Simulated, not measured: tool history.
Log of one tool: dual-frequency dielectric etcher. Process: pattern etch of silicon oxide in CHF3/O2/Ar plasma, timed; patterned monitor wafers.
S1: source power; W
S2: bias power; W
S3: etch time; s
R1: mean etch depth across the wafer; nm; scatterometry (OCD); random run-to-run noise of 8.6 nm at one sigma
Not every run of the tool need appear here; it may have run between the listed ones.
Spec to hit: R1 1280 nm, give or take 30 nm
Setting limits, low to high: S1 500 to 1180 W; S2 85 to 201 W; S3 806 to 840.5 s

{"run": 1, "hour": 0.0, "S1": 840, "S2": 143, "S3": 806, "R1": 1549.1}
{"run": 2, "hour": 3.5, "S1": 770, "S2": 143, "S3": 806, "R1": 1489.5}
{"run": 3, "hour": 12.7, "S1": 770, "S2": 143, "S3": 840.5, "R1": 1560.6}
{"run": 4, "hour": 15.1, "S1": 700, "S2": 136, "S3": 836.5, "R1": 1498.5}
{"run": 5, "hour": 18.2, "S1": 850, "S2": 136, "S3": 836.5, "R1": 1568.3}
{"run": 6, "hour": 19.8, "S1": 780, "S2": 124, "S3": 832, "R1": 1494.9}
{"run": 7, "hour": 25.0, "S1": 720, "S2": 115, "S3": 827, "R1": 1415.2}
{"run": 8, "hour": 27.2, "S1": 670, "S2": 111, "S3": 825, "R1": 1359.1}
{"run": 9, "hour": 32.9, "S1": 640, "S2": 109, "S3": 824.5, "R1": 1348.7}
{"run": 10, "hour": 33.7, "S1": 530, "S2": 100, "S3": 821, "R1": 1221}
{"run": 11, "hour": 39.3, "S1": 550, "S2": 101, "S3": 821.5, "R1": 1241}

Consider the 4 candidate settings below. Which is the only one whose results all fall within their allowed miss of target?
{"run": "A", "hour": 44.9, "S1": 550, "S2": 100, "S3": 806, "R1": "?"}
{"run": "B", "hour": 44.9, "S1": 570, "S2": 112, "S3": 825, "R1": "?"}
{"run": "C", "hour": 44.9, "S1": 500, "S2": 115, "S3": 806, "R1": "?"}
{"run": "D", "hour": 44.9, "S1": 500, "S2": 105, "S3": 817, "R1": "?"}

move=A R1=1210.2
move=B R1=1295.2
move=C R1=1224.9
move=D R1=1208.2
A: further off than the last run
B: in spec on every target
C: further off than the last run
D: further off than the last run
The right move is B.
